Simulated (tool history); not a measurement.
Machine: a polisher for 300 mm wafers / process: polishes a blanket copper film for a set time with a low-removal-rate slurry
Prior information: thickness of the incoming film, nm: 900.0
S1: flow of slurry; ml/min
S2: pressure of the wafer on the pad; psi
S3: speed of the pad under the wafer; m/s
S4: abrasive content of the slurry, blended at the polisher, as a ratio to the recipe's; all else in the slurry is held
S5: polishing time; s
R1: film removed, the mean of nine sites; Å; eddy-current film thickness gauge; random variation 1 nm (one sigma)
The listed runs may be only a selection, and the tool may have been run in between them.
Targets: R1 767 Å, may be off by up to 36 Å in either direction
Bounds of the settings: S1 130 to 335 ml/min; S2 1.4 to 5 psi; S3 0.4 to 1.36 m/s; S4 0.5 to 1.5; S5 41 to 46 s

Run 1, hour 0: S1 215 ml/min, S2 3.2 psi, S3 0.88 m/s, S4 1, S5 46 s. Result: R1 1051.4 Å.
Run 2, hour 5.4: S1 175 ml/min, S2 3.2 psi, S3 0.88 m/s, S4 1, S5 46 s. Result: R1 1048.1 Å.
Run 3, hour 10.4: S1 175 ml/min, S2 2.9 psi, S3 0.88 m/s, S4 1, S5 46 s. Result: R1 965.87 Å.
Run 4, hour 15.8: S1 175 ml/min, S2 2.9 psi, S3 0.88 m/s, S4 1.2, S5 46 s. Result: R1 1002.1 Å.
Run 5, hour 22: S1 175 ml/min, S2 2.9 psi, S3 0.88 m/s, S4 1.1, S5 46 s. Result: R1 971.27 Å.
Run 6, hour 23.2: S1 175 ml/min, S2 2.7 psi, S3 0.88 m/s, S4 1.1, S5 46 s. Result: R1 938.54 Å.
Run 7, hour 25.1: S1 175 ml/min, S2 2.7 psi, S3 0.88 m/s, S4 1.1, S5 46 s. Result: R1 941.83 Å.
Run 8, hour 27.1: S1 175 ml/min, S2 2.5 psi, S3 0.88 m/s, S4 1.1, S5 46 s. Result: R1 873.25 Å.
Run 9, hour 31.9: S1 175 ml/min, S2 2.4 psi, S3 0.88 m/s, S4 1.1, S5 46 s. Result: R1 846.12 Å.

Which single option among these 4 for the next run brings every result within its allowed miss of target? Just one does.
Run A, hour 36.7: S1 165 ml/min, S2 2.7 psi, S3 0.78 m/s, S4 1.25, S5 41 s. Result: R1 ?.
Run B, hour 36.7: S1 150 ml/min, S2 2.2 psi, S3 1.28 m/s, S4 0.9, S5 46 s. Result: R1 ?.
Run C, hour 36.7: S1 205 ml/min, S2 2.5 psi, S3 1 m/s, S4 1.05, S5 46 s. Result: R1 ?.
Run D, hour 36.7: S1 175 ml/min, S2 2.8 psi, S3 0.82 m/s, S4 1.3, S5 46 s. Result: R1 ?.

move      R1
   A   772.9
   B  951.92
   C  946.09
   D  932.75
A: every result lands within tolerance
B: the biggest miss grows against the last run
C: the biggest miss grows against the last run
D: the biggest miss grows against the last run
The move that meets every target is A.
